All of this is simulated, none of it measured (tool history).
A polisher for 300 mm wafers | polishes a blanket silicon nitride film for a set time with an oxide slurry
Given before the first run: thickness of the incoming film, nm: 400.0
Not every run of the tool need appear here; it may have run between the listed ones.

| run | day | flow of slurry (ml/min) | pressure of the wafer on the pad (psi) | speed of the pad under the wafer (cm/s) | abrasive content of the slurry | polishing time (s) | film removed (angstrom) |
|---|---|---|---|---|---|---|---|
| 1 | 0 | 190 | 3.5 | 104 | 1 | 79 | 666.77 |
| 2 | 0.146 | 165 | 3.5 | 104 | 1 | 79 | 638.23 |
| 3 | 0.283 | 160 | 3.3 | 104 | 1 | 79 | 601.44 |
| 4 | 0.579 | 140 | 3.3 | 104 | 1 | 79 | 601.05 |
| 5 | 0.788 | 140 | 3.3 | 94 | 1 | 79 | 559.66 |
| 6 | 0.821 | 175 | 3.3 | 94 | 1 | 79 | 580.78 |
| 7 | 1.112 | 170 | 3.2 | 94 | 1 | 79 | 569.59 |
| 8 | 1.304 | 165 | 3.1 | 94 | 1 | 79 | 543.7 |
| 9 | 1.525 | 160 | 3 | 94 | 1 | 79 | 524.72 |
| 10 | 1.608 | 155 | 2.9 | 94 | 1 | 79 | 499.05 |
|  | 1.812 | head pressure recalibrated |
| 11 | 1.812 | 150 | 2.8 | 94 | 1 | 79 | 451.84 |
| 12 | 2.171 | 145 | 2.8 | 94 | 1 | 79 | 445.94 |

What will run 13 give?
| 13 | 2.275 | 130 | 2.6 | 94 | 1 | 79 | ? |

Run 13 came out at film removed (angstrom) 400.97.
